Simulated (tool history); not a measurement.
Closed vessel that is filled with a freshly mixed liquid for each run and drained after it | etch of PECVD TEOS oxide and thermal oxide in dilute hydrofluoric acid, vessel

run,day,temperature setpoint of the liquid (K),parts of water to one part of 49 % hydrofluoric acid (parts by volume),time in the liquid (s),thickness taken off the PECVD TEOS oxide on a monitor wafer (Å),thickness taken off the thermal oxide on a monitor wafer (Å)
1,0,294.15,65,90,233.13,56.225
2,0.308,294.15,65,105,279.34,65.52
3,0.667,294.15,65,130,343.66,80.899
4,0.725,295.15,60,135,404.17,96.469
5,0.762,292.65,60,135,362.81,86.319
6,1.004,294.15,55,140,443.1,104.69
7,1.112,295.15,50,145,518.93,125.35

Predict the results of run 8:
8,1.475,296.15,45,150,?,?

thickness taken off the PECVD TEOS oxide on a monitor wafer (Å): 638.55
thickness taken off the thermal oxide on a monitor wafer (Å): 151.25

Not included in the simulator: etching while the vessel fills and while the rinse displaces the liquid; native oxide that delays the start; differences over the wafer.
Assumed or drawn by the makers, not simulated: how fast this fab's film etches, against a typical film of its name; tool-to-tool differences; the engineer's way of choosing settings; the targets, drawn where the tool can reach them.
